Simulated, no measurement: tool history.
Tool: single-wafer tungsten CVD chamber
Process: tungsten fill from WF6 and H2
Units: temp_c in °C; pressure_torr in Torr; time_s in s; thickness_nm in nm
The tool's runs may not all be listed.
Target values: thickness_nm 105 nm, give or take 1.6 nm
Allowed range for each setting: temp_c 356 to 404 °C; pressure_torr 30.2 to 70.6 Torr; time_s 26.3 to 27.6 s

Run 1, day 0: temp_c 380 °C, pressure_torr 50.4 Torr, time_s 27.6 s. Result: thickness_nm 67.907 nm.
Run 2, day 0.142: temp_c 372 °C, pressure_torr 50.4 Torr, time_s 27.6 s. Result: thickness_nm 56.774 nm.
Run 3, day 0.342: temp_c 372 °C, pressure_torr 50.4 Torr, time_s 27.6 s. Result: thickness_nm 56.757 nm.
Run 4, day 0.696: temp_c 372 °C, pressure_torr 42.6 Torr, time_s 27.6 s. Result: thickness_nm 50.373 nm.
Run 5, day 0.804: temp_c 381 °C, pressure_torr 43.2 Torr, time_s 27.6 s. Result: thickness_nm 62.078 nm.
Run 6, day 1.104: temp_c 387 °C, pressure_torr 43.8 Torr, time_s 27.6 s. Result: thickness_nm 71.238 nm.
Run 7, day 1.196: temp_c 392 °C, pressure_torr 44.3 Torr, time_s 27.6 s. Result: thickness_nm 79.895 nm.
Run 8, day 1.346: temp_c 395 °C, pressure_torr 44.7 Torr, time_s 27.6 s. Result: thickness_nm 85.616 nm.
Run 9, day 1.583: temp_c 397 °C, pressure_torr 45 Torr, time_s 27.6 s. Result: thickness_nm 89.221 nm.
At day 1.912: capacitance manometer re-zeroed and calibrated.
Run 10, day 1.912: temp_c 399 °C, pressure_torr 45.4 Torr, time_s 27.6 s. Result: thickness_nm 90.6 nm.
Run 11, day 2.083: temp_c 400 °C, pressure_torr 47 Torr, time_s 27.6 s. Result: thickness_nm 94.653 nm.
Run 12, day 2.417: temp_c 401 °C, pressure_torr 47.8 Torr, time_s 27.6 s. Result: thickness_nm 97.853 nm.
Run 13, day 2.675: temp_c 402 °C, pressure_torr 48.1 Torr, time_s 27.6 s. Result: thickness_nm 99.719 nm.
Run 14, day 2.921: temp_c 403 °C, pressure_torr 48.5 Torr, time_s 27.6 s. Result: thickness_nm 102.52 nm.
Run 15, day 3.246: temp_c 403 °C, pressure_torr 48.6 Torr, time_s 27.6 s. Result: thickness_nm 102.97 nm.

Which one of the following 5 next-run settings gets every result inside its allowed miss? There is exactly one.
Run A, day 3.571: temp_c 402 °C, pressure_torr 54.8 Torr, time_s 27.6 s. Result: thickness_nm ?.
Run B, day 3.571: temp_c 403 °C, pressure_torr 50.3 Torr, time_s 27.5 s. Result: thickness_nm ?.
Run C, day 3.571: temp_c 403 °C, pressure_torr 51.7 Torr, time_s 26.3 s. Result: thickness_nm ?.
Run D, day 3.571: temp_c 404 °C, pressure_torr 48.2 Torr, time_s 26.9 s. Result: thickness_nm ?.
Run E, day 3.571: temp_c 401 °C, pressure_torr 49.7 Torr, time_s 27.6 s. Result: thickness_nm ?.

move  thickness_nm
   A        109.04
   B        104.66
   C        101.93
   D        101.28
   E         100.3
A: the result that was furthest off in the last run now lies on the other side of its target
B: every result within its allowed miss
C: further off than the last run
D: further off than the last run
E: further off than the last run
B meets every target.

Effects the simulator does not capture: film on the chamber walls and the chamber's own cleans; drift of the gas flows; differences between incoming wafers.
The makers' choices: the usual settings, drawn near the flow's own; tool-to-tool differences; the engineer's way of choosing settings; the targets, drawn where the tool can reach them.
